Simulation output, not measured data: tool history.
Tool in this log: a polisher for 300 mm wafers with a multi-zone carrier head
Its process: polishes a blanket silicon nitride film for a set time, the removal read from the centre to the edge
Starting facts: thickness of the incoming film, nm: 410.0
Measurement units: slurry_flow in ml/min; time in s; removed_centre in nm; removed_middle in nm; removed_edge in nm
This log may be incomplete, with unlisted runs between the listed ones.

{"run": 1, "hour": 0.0, "slurry_flow": 230, "centre_zone": 1.0, "middle_zone": 1.0, "edge_zone": 1.0, "time": 84, "removed_centre": 146.31, "removed_middle": 147.7, "removed_edge": 150.58}
{"run": 2, "hour": 5.2, "slurry_flow": 180, "centre_zone": 1.0, "middle_zone": 1.0, "edge_zone": 1.0, "time": 84, "removed_centre": 139.83, "removed_middle": 144.38, "removed_edge": 146.04}
{"run": 3, "hour": 6.4, "slurry_flow": 180, "centre_zone": 1.0, "middle_zone": 1.0, "edge_zone": 0.95, "time": 84, "removed_centre": 139.26, "removed_middle": 143.14, "removed_edge": 139.97}
{"run": 4, "hour": 8.9, "slurry_flow": 195, "centre_zone": 1.02, "middle_zone": 1.01, "edge_zone": 0.99, "time": 86, "removed_centre": 149.07, "removed_middle": 151.32, "removed_edge": 149.42}
{"run": 5, "hour": 17.2, "slurry_flow": 170, "centre_zone": 1.02, "middle_zone": 1.01, "edge_zone": 0.99, "time": 86, "removed_centre": 144.73, "removed_middle": 145.88, "removed_edge": 147.2}
{"run": 6, "hour": 19.8, "slurry_flow": 170, "centre_zone": 1.07, "middle_zone": 1.01, "edge_zone": 0.99, "time": 86, "removed_centre": 150.5, "removed_middle": 146.17, "removed_edge": 147.12}
{"run": 7, "hour": 25.3, "slurry_flow": 185, "centre_zone": 1.08, "middle_zone": 1.02, "edge_zone": 1.02, "time": 88, "removed_centre": 159.01, "removed_middle": 151.96, "removed_edge": 159.14}
{"run": 8, "hour": 30.3, "slurry_flow": 205, "centre_zone": 1.1, "middle_zone": 1.04, "edge_zone": 1.04, "time": 89, "removed_centre": 166.53, "removed_middle": 158.79, "removed_edge": 160.35}

Run 9 has not been measured yet. What should we expect?
{"run": 9, "hour": 35.0, "slurry_flow": 215, "centre_zone": 1.1, "middle_zone": 1.04, "edge_zone": 1.06, "time": 91, "removed_centre": "?", "removed_middle": "?", "removed_edge": "?"}

{"run 9": {"removed_centre": 171.75, "removed_middle": 164.97, "removed_edge": 161.18}}

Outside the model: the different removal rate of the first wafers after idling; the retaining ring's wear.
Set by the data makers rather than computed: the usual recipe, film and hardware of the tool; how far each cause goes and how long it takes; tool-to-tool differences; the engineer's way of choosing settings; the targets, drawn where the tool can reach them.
